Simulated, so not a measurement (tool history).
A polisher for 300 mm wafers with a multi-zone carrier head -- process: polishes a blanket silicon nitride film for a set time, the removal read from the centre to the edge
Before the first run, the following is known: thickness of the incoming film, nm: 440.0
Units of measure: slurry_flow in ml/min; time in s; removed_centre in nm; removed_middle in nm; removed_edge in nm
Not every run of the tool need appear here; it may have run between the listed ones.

run  hour  slurry_flow  centre_zone  middle_zone  edge_zone  time  removed_centre  removed_middle  removed_edge
  1     0          230            1            1          1    59          160.55          163.81        158.67
  2   0.7          230            1         0.95          1    59          161.79          154.28        157.06
  3   8.7          230            1         0.95       0.93    59          163.62           152.7        152.51
  4  11.3          230            1         0.95       0.93    48          133.61          125.98        123.88
  5  19.7          230            1         0.95        0.9    48          131.26          124.28        125.39
  6  23.1          235         1.02         0.99       0.91    55          151.21          150.11        141.37
  7  28.8          240         1.04         1.01       0.93    60          169.08          165.33        154.47

Run 8, settings as shown, results not yet in. Your forecast:
  8  35.4          240         1.05         1.03       0.95    64               ?               ?             ?

{"run 8": {"removed_centre": 182.84, "removed_middle": 176.45, "removed_edge": 167.51}}
